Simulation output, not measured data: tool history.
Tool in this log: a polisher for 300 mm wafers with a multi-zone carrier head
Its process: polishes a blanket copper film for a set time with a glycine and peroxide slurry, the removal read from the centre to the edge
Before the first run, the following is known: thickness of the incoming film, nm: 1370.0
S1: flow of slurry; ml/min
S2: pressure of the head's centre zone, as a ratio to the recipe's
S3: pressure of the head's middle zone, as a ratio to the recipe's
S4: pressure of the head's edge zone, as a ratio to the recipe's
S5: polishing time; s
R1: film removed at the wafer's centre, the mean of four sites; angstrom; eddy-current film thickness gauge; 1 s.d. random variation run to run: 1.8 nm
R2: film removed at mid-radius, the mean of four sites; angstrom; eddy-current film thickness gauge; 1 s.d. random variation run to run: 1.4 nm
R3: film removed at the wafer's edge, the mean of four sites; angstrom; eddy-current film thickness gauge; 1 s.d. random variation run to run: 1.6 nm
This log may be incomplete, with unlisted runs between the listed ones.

Run 1, day 0: S1 275 ml/min, S2 1, S3 1, S4 1, S5 40 s. Result: R1 1647.3 angstrom, R2 1702.5 angstrom, R3 1662.4 angstrom.
Run 2, day 0.233: S1 275 ml/min, S2 1, S3 0.92, S4 1, S5 40 s. Result: R1 1653.7 angstrom, R2 1585.7 angstrom, R3 1675 angstrom.
Run 3, day 0.35: S1 275 ml/min, S2 1, S3 0.92, S4 0.94, S5 40 s. Result: R1 1647.7 angstrom, R2 1589.7 angstrom, R3 1637.9 angstrom.
Run 4, day 0.467: S1 285 ml/min, S2 1.03, S3 0.95, S4 0.97, S5 41 s. Result: R1 1729 angstrom, R2 1671.3 angstrom, R3 1715 angstrom.
Run 5, day 0.608: S1 285 ml/min, S2 1.03, S3 0.95, S4 1.03, S5 41 s. Result: R1 1728.9 angstrom, R2 1695.2 angstrom, R3 1764.7 angstrom.
Run 6, day 0.771: S1 290 ml/min, S2 1.06, S3 0.96, S4 1.01, S5 42 s. Result: R1 1832.2 angstrom, R2 1734.5 angstrom, R3 1783.9 angstrom.
Run 7, day 0.929: S1 300 ml/min, S2 1.08, S3 0.98, S4 1.01, S5 43 s. Result: R1 1873.5 angstrom, R2 1799.3 angstrom, R3 1839.8 angstrom.
At day 0.967: centre zone pressure recalibrated.
Run 8, day 0.967: S1 290 ml/min, S2 1.1, S3 0.99, S4 0.99, S5 44 s. Result: R1 2074.8 angstrom, R2 1887.4 angstrom, R3 1841 angstrom.
Run 9, day 1.05: S1 295 ml/min, S2 1.11, S3 1, S4 1.01, S5 44 s. Result: R1 2095.5 angstrom, R2 1858.3 angstrom, R3 1863.6 angstrom.
Run 10, day 1.417: S1 305 ml/min, S2 1.12, S3 1.02, S4 1.02, S5 44 s. Result: R1 2122.4 angstrom, R2 1932.3 angstrom, R3 1892.9 angstrom.
Run 11, day 1.583: S1 315 ml/min, S2 1.13, S3 1.03, S4 1.03, S5 44 s. Result: R1 2141.9 angstrom, R2 1924.5 angstrom, R3 1888.7 angstrom.
Run 12, day 1.617: S1 320 ml/min, S2 1.14, S3 1.05, S4 1.05, S5 44 s. Result: R1 2166.6 angstrom, R2 1944.5 angstrom, R3 1885.7 angstrom.
Run 13, day 1.683: S1 325 ml/min, S2 1.14, S3 1.06, S4 1.06, S5 44 s. Result: R1 2164.7 angstrom, R2 1991.3 angstrom, R3 1906.9 angstrom.
Run 14, day 2.012: S1 330 ml/min, S2 1.15, S3 1.07, S4 1.07, S5 44 s. Result: R1 2175.3 angstrom, R2 1975.7 angstrom, R3 1956.6 angstrom.

What will run 15 give?
Run 15, day 2.079: S1 335 ml/min, S2 1.16, S3 1.08, S4 1.07, S5 44 s. Result: R1 ?, R2 ?, R3 ?.

{"run 15": {"R1": 2214.5, "R2": 2028.1, "R3": 1945.3}}
